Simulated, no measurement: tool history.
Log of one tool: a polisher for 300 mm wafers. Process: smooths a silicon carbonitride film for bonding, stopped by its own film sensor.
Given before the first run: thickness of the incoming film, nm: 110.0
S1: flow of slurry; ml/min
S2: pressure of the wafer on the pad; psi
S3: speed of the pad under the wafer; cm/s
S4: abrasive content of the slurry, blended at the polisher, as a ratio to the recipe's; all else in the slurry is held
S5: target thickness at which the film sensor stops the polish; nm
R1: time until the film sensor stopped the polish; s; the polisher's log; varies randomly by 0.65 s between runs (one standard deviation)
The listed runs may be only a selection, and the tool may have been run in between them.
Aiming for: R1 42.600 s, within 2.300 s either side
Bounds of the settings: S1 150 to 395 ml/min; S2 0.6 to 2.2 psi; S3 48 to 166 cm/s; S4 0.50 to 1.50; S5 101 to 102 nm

run	hour	S1	S2	S3	S4	S5	R1
1	0.0	250	1.4	106	1.00	101	53.952
2	5.4	250	1.4	106	1.15	101	49.850
3	8.1	250	1.4	106	1.15	101	50.861
4	13.7	250	1.4	106	1.05	101	50.353
5	21.2	250	1.4	96	1.05	101	53.971
6	29.1	250	1.4	70	1.05	101	65.003
7	34.9	250	1.5	72	1.05	101	60.910
8	36.5	250	1.6	74	1.05	101	57.087
9	40.7	250	1.7	76	1.05	101	55.270
10	42.6	250	1.8	78	1.05	101	52.422
11	48.1	250	1.9	80	1.05	101	48.051
12	56.8	250	2.1	82	1.05	101	46.275

Consider the 4 candidate settings below. Which is the only one whose results all fall within their allowed miss of target?
A	65.5	270	1.9	82	1.15	101	?
B	65.5	300	1.7	104	0.90	101	?
C	65.5	270	2.0	88	1.15	101	?
D	65.5	245	2.0	68	0.95	102	?

move	R1
A	45.891
B	46.706
C	42.506
D	47.103
A: an improvement on the last run, though not all results are within tolerance
B: its largest miss is bigger than the last run's
C: all results land within tolerance of their targets
D: its largest miss is bigger than the last run's
C meets every target.
